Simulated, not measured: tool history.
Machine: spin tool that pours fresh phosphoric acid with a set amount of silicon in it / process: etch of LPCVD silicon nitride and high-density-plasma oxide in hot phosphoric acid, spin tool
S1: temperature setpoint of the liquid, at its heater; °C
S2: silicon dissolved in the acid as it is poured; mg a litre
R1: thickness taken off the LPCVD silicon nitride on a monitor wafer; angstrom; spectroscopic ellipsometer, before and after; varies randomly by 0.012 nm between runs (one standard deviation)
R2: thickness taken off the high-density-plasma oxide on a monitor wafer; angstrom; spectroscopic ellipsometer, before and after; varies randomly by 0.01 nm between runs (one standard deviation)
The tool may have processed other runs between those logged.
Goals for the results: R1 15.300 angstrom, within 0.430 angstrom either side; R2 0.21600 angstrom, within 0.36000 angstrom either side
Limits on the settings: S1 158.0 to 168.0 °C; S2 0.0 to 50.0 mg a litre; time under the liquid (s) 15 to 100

{"run": 1, "hour": 0.0, "S1": 163.0, "S2": 26.5, "time under the liquid (s)": 50, "R1": 52.574, "R2": 0.80752}
{"run": 2, "hour": 7.3, "S1": 161.5, "S2": 27.5, "time under the liquid (s)": 40, "R1": 39.98, "R2": 0.54732}
{"run": 3, "hour": 12.2, "S1": 161.5, "S2": 15.0, "time under the liquid (s)": 40, "R1": 40.137, "R2": 0.72272}
{"run": 4, "hour": 19.2, "S1": 161.5, "S2": 6.0, "time under the liquid (s)": 40, "R1": 40.312, "R2": 0.62845}
{"run": 5, "hour": 27.7, "S1": 161.5, "S2": 6.0, "time under the liquid (s)": 60, "R1": 60.774, "R2": 1.2265}
{"hour": 29.1, "done": "dissolved silicon flow meter replaced"}
{"run": 6, "hour": 29.1, "S1": 160.5, "S2": 18.0, "time under the liquid (s)": 50, "R1": 47.959, "R2": 1.005}
{"run": 7, "hour": 36.0, "S1": 160.0, "S2": 13.0, "time under the liquid (s)": 40, "R1": 37.651, "R2": 0.85858}
{"run": 8, "hour": 42.4, "S1": 159.5, "S2": 9.5, "time under the liquid (s)": 35, "R1": 32.723, "R2": 0.97054}
{"run": 9, "hour": 47.5, "S1": 159.0, "S2": 7.0, "time under the liquid (s)": 30, "R1": 28.056, "R2": 0.23849}
{"run": 10, "hour": 55.4, "S1": 158.5, "S2": 5.0, "time under the liquid (s)": 25, "R1": 22.585, "R2": 0.3262}
{"run": 11, "hour": 58.0, "S1": 158.5, "S2": 5.0, "time under the liquid (s)": 25, "R1": 22.293, "R2": 0.30934}
{"run": 12, "hour": 61.2, "S1": 158.5, "S2": 3.5, "time under the liquid (s)": 20, "R1": 18.094, "R2": 0.4824}
{"run": 13, "hour": 64.2, "S1": 158.5, "S2": 4.0, "time under the liquid (s)": 20, "R1": 17.942, "R2": 0.10132}

Exactly one of the 5 candidate moves below puts every result within its allowed miss. Which one?
{"run": "A", "hour": 67.2, "S1": 164.0, "S2": 22.0, "time under the liquid (s)": 20, "R1": "?", "R2": "?"}
{"run": "B", "hour": 67.2, "S1": 166.0, "S2": 19.5, "time under the liquid (s)": 20, "R1": "?", "R2": "?"}
{"run": "C", "hour": 67.2, "S1": 165.0, "S2": 10.5, "time under the liquid (s)": 20, "R1": "?", "R2": "?"}
{"run": "D", "hour": 67.2, "S1": 162.0, "S2": 4.5, "time under the liquid (s)": 15, "R1": "?", "R2": "?"}
{"run": "E", "hour": 67.2, "S1": 160.0, "S2": 5.0, "time under the liquid (s)": 15, "R1": "?", "R2": "?"}

move=A R1=21.809 R2=0.43954
move=B R1=23.288 R2=0.54653
move=C R1=22.538 R2=0.63733
move=D R1=15.308 R2=0.43587
move=E R1=14.318 R2=0.37237
A: moves away from the targets compared with the last run
B: moves away from the targets compared with the last run
C: moves away from the targets compared with the last run
D: all results in spec
E: takes the result that was furthest off past its target
D is the move that brings every result within its allowed miss.
